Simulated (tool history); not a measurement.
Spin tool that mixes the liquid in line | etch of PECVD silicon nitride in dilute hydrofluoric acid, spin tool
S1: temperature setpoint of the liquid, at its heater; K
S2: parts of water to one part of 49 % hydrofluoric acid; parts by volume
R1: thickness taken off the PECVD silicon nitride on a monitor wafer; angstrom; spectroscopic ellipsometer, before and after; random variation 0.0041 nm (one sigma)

{"run": 1, "hour": 0.0, "S1": 294.15, "S2": 135, "time under the liquid (s)": 60, "R1": 7.1613}
{"run": 2, "hour": 1.0, "S1": 294.15, "S2": 135, "time under the liquid (s)": 35, "R1": 4.2204}
{"run": 3, "hour": 5.5, "S1": 290.65, "S2": 135, "time under the liquid (s)": 35, "R1": 3.2484}
{"run": 4, "hour": 10.8, "S1": 290.15, "S2": 140, "time under the liquid (s)": 35, "R1": 3.1377}
{"run": 5, "hour": 19.2, "S1": 290.15, "S2": 145, "time under the liquid (s)": 35, "R1": 2.9945}
{"run": 6, "hour": 21.5, "S1": 290.15, "S2": 145, "time under the liquid (s)": 60, "R1": 5.0326}
{"hour": 27.4, "done": "thermometer replaced"}
{"run": 7, "hour": 27.4, "S1": 290.15, "S2": 160, "time under the liquid (s)": 55, "R1": 3.8694}

Predict the results of run 8:
{"run": 8, "hour": 33.1, "S1": 290.15, "S2": 170, "time under the liquid (s)": 55, "R1": "?"}

{"run 8": {"R1": 3.6894}}
